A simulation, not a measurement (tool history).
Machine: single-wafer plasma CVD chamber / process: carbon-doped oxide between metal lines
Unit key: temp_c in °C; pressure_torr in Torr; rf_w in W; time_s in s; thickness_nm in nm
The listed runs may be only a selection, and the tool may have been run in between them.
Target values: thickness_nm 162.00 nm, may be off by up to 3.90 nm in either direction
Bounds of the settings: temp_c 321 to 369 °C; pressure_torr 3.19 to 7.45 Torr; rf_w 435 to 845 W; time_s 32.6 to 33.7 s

run 1 day=0.000 | temp_c=345 pressure_torr=5.32 rf_w=640 time_s=32.6 | thickness_nm=185.32
run 2 day=0.092 | temp_c=348 pressure_torr=5.02 rf_w=610 time_s=32.6 | thickness_nm=175.80
run 3 day=0.383 | temp_c=348 pressure_torr=5.02 rf_w=670 time_s=32.6 | thickness_nm=189.68
run 4 day=0.462 | temp_c=358 pressure_torr=5.02 rf_w=670 time_s=32.6 | thickness_nm=185.57
run 5 day=0.538 | temp_c=358 pressure_torr=5.02 rf_w=670 time_s=32.6 | thickness_nm=184.42
run 6 day=0.875 | temp_c=359 pressure_torr=4.85 rf_w=640 time_s=32.6 | thickness_nm=177.21
run 7 day=1.150 | temp_c=364 pressure_torr=4.16 rf_w=570 time_s=32.6 | thickness_nm=155.35
run 8 day=1.296 | temp_c=364 pressure_torr=4.16 rf_w=570 time_s=32.6 | thickness_nm=155.03
run 9 day=1.362 | temp_c=363 pressure_torr=4.33 rf_w=575 time_s=32.6 | thickness_nm=157.53

Pick the move, out of 4, that brings all results within their allowed miss; only one does.
run A day=1.429 | temp_c=363 pressure_torr=4.48 rf_w=550 time_s=33.3 | thickness_nm=?
run B day=1.429 | temp_c=361 pressure_torr=4.04 rf_w=555 time_s=33.1 | thickness_nm=?
run C day=1.429 | temp_c=363 pressure_torr=4.35 rf_w=540 time_s=32.6 | thickness_nm=?
run D day=1.429 | temp_c=360 pressure_torr=3.60 rf_w=575 time_s=33.7 | thickness_nm=?

move=A thickness_nm=154.98
move=B thickness_nm=154.63
move=C thickness_nm=148.63
move=D thickness_nm=161.57
A: lands further from the targets than the last run did
B: lands further from the targets than the last run did
C: lands further from the targets than the last run did
D: all results land within tolerance of their targets
Move D is the one to make.
